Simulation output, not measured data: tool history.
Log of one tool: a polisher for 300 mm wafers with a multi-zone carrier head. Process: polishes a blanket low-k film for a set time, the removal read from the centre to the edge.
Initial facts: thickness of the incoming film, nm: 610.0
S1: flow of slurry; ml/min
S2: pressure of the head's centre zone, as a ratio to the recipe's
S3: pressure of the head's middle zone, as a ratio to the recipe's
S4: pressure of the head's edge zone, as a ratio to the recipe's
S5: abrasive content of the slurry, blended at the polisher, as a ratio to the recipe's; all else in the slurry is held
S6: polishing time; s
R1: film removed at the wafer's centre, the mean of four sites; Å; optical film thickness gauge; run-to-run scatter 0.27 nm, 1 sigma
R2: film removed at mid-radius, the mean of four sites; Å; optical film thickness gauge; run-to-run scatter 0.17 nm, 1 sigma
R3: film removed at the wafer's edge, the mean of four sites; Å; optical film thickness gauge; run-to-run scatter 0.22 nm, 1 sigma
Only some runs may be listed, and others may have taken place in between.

run  hour   S1    S2    S3    S4    S5  S6      R1      R2      R3
  1   0.0  295  1.00  1.00  1.00  1.00  89  300.24  290.95  301.39
  2   1.8  295  0.98  0.97  0.97  0.85  83  252.94  242.53  258.66
  3   9.0  270  0.98  0.97  0.97  0.85  83  256.78  244.70  253.58
  4  10.3  270  0.98  0.97  0.91  0.85  83  254.47  247.44  247.53
  5  19.3  265  0.96  0.94  0.90  0.75  81  228.92  217.72  229.67
  6  20.4  265  0.96  0.94  0.90  0.55  81  202.79  192.19  201.21
  7  28.5  265  0.95  0.93  0.89  0.55  80  190.79  189.92  191.32

Run 8 comes next. What will it give?
  8  36.3  265  0.95  0.91  0.89  0.55  80   ?   ?   ?

Run 8 yielded R1 192.20 Å, R2 185.58 Å, R3 190.72 Å.
